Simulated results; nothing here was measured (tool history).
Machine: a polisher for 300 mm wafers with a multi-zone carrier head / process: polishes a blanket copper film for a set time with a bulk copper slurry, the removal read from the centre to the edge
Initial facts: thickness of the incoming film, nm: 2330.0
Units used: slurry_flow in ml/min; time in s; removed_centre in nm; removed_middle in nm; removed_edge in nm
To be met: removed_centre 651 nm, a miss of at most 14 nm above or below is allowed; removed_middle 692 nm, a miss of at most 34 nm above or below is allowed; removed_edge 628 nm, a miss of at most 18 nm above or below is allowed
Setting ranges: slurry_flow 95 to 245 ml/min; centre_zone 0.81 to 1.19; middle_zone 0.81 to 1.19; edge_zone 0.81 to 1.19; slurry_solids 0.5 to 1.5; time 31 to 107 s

Run 1, hour 0: slurry_flow 155 ml/min, centre_zone 1, middle_zone 1, edge_zone 1, slurry_solids 1, time 69 s. Result: removed_centre 468.56 nm, removed_middle 479.49 nm, removed_edge 451.03 nm.
Run 2, hour 0.8: slurry_flow 160 ml/min, centre_zone 1.01, middle_zone 1.01, edge_zone 1.02, slurry_solids 1.05, time 70 s. Result: removed_centre 491.88 nm, removed_middle 488.59 nm, removed_edge 474.83 nm.
Run 3, hour 7.8: slurry_flow 160 ml/min, centre_zone 0.94, middle_zone 1.01, edge_zone 1.02, slurry_solids 1.05, time 70 s. Result: removed_centre 462.24 nm, removed_middle 483.75 nm, removed_edge 474.87 nm.
Run 4, hour 12.7: slurry_flow 160 ml/min, centre_zone 0.94, middle_zone 1.01, edge_zone 0.94, slurry_solids 1.05, time 70 s. Result: removed_centre 453.66 nm, removed_middle 478.53 nm, removed_edge 448.12 nm.
Run 5, hour 16.5: slurry_flow 165 ml/min, centre_zone 0.95, middle_zone 1.03, edge_zone 0.96, slurry_solids 1.1, time 71 s. Result: removed_centre 475.47 nm, removed_middle 507.03 nm, removed_edge 479.52 nm.
Run 6, hour 21.9: slurry_flow 170 ml/min, centre_zone 0.97, middle_zone 1.05, edge_zone 0.97, slurry_solids 1.1, time 71 s. Result: removed_centre 493.38 nm, removed_middle 511.57 nm, removed_edge 483.87 nm.
Run 7, hour 23.6: slurry_flow 210 ml/min, centre_zone 0.99, middle_zone 1.15, edge_zone 1.07, slurry_solids 1.35, time 79 s. Result: removed_centre 594.95 nm, removed_middle 667.38 nm, removed_edge 591.45 nm.
Run 8, hour 24.9: slurry_flow 210 ml/min, centre_zone 1, middle_zone 1.15, edge_zone 1.08, slurry_solids 1.35, time 79 s. Result: removed_centre 603.28 nm, removed_middle 643.53 nm, removed_edge 591.15 nm.
Run 9, hour 32.3: slurry_flow 220 ml/min, centre_zone 1.01, middle_zone 1.17, edge_zone 1.09, slurry_solids 1.45, time 80 s. Result: removed_centre 635.54 nm, removed_middle 662.1 nm, removed_edge 617.28 nm.
Run 10, hour 39.5: slurry_flow 230 ml/min, centre_zone 1.01, middle_zone 1.18, edge_zone 1.08, slurry_solids 1.45, time 80 s. Result: removed_centre 632.97 nm, removed_middle 681.54 nm, removed_edge 609.57 nm.

Exactly one of the 4 candidate moves below puts every result within its allowed miss. Which one?
Run A, hour 46.7: slurry_flow 230 ml/min, centre_zone 0.98, middle_zone 1.16, edge_zone 1.11, slurry_solids 1.45, time 79 s. Result: removed_centre ?, removed_middle ?, removed_edge ?.
Run B, hour 46.7: slurry_flow 230 ml/min, centre_zone 0.95, middle_zone 1.13, edge_zone 1.1, slurry_solids 1.45, time 83 s. Result: removed_centre ?, removed_middle ?, removed_edge ?.
Run C, hour 46.7: slurry_flow 240 ml/min, centre_zone 0.97, middle_zone 1.15, edge_zone 0.9, slurry_solids 1.15, time 86 s. Result: removed_centre ?, removed_middle ?, removed_edge ?.
Run D, hour 46.7: slurry_flow 235 ml/min, centre_zone 1.04, middle_zone 1.18, edge_zone 1.12, slurry_solids 1.2, time 83 s. Result: removed_centre ?, removed_middle ?, removed_edge ?.

move  removed_centre  removed_middle  removed_edge
   A          603.01           680.5        610.45
   B           613.9          703.08        638.61
   C          623.19          706.48        575.06
   D          649.04          697.08        620.92
A: further off than the last run
B: further off than the last run
C: further off than the last run
D: all results in spec
Answer: D
